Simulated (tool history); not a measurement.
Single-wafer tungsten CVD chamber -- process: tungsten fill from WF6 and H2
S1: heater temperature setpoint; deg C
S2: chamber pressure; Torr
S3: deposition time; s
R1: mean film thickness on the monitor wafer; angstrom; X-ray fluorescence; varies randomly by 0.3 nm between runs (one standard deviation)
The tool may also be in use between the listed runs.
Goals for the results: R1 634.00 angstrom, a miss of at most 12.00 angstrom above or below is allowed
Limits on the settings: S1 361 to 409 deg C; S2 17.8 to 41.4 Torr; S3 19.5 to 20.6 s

Run 1, hour 0.0: S1 385 deg C, S2 29.6 Torr, S3 20.6 s. Result: R1 432.82 angstrom.
Run 2, hour 2.3: S1 385 deg C, S2 34.0 Torr, S3 20.6 s. Result: R1 456.58 angstrom.
Run 3, hour 7.3: S1 385 deg C, S2 34.0 Torr, S3 19.5 s. Result: R1 435.01 angstrom.
Run 4, hour 15.8: S1 389 deg C, S2 34.1 Torr, S3 19.5 s. Result: R1 474.29 angstrom.
Run 5, hour 21.5: S1 398 deg C, S2 34.1 Torr, S3 19.5 s. Result: R1 574.15 angstrom.
Run 6, hour 22.9: S1 399 deg C, S2 34.1 Torr, S3 19.5 s. Result: R1 583.09 angstrom.
Run 7, hour 30.2: S1 404 deg C, S2 34.2 Torr, S3 19.5 s. Result: R1 650.75 angstrom.
At hour 37.8: thermocouple changed; heater temperature recalibrated.
Run 8, hour 37.8: S1 403 deg C, S2 34.2 Torr, S3 19.5 s. Result: R1 701.46 angstrom.
Run 9, hour 38.9: S1 402 deg C, S2 34.2 Torr, S3 19.5 s. Result: R1 694.41 angstrom.
Run 10, hour 42.7: S1 401 deg C, S2 34.2 Torr, S3 19.5 s. Result: R1 675.45 angstrom.
Run 11, hour 45.7: S1 401 deg C, S2 34.2 Torr, S3 19.5 s. Result: R1 674.88 angstrom.
Run 12, hour 51.6: S1 400 deg C, S2 34.2 Torr, S3 19.5 s. Result: R1 662.63 angstrom.
Run 13, hour 55.3: S1 399 deg C, S2 34.2 Torr, S3 19.5 s. Result: R1 650.65 angstrom.

5 next moves are on the table. One of them brings every result within its allowed miss. Which?
Run A, hour 59.0: S1 397 deg C, S2 34.6 Torr, S3 20.6 s. Result: R1 ?.
Run B, hour 59.0: S1 399 deg C, S2 32.7 Torr, S3 20.2 s. Result: R1 ?.
Run C, hour 59.0: S1 397 deg C, S2 35.4 Torr, S3 20.2 s. Result: R1 ?.
Run D, hour 59.0: S1 399 deg C, S2 35.8 Torr, S3 19.8 s. Result: R1 ?.
Run E, hour 59.0: S1 397 deg C, S2 30.7 Torr, S3 20.6 s. Result: R1 ?.

move      R1
   A  664.33
   B  662.20
   C  657.82
   D  674.82
   E  631.17
A: lands further from the targets than the last run did
B: lands further from the targets than the last run did
C: lands further from the targets than the last run did
D: lands further from the targets than the last run did
E: every result lands within tolerance
E is the move that brings every result within its allowed miss.

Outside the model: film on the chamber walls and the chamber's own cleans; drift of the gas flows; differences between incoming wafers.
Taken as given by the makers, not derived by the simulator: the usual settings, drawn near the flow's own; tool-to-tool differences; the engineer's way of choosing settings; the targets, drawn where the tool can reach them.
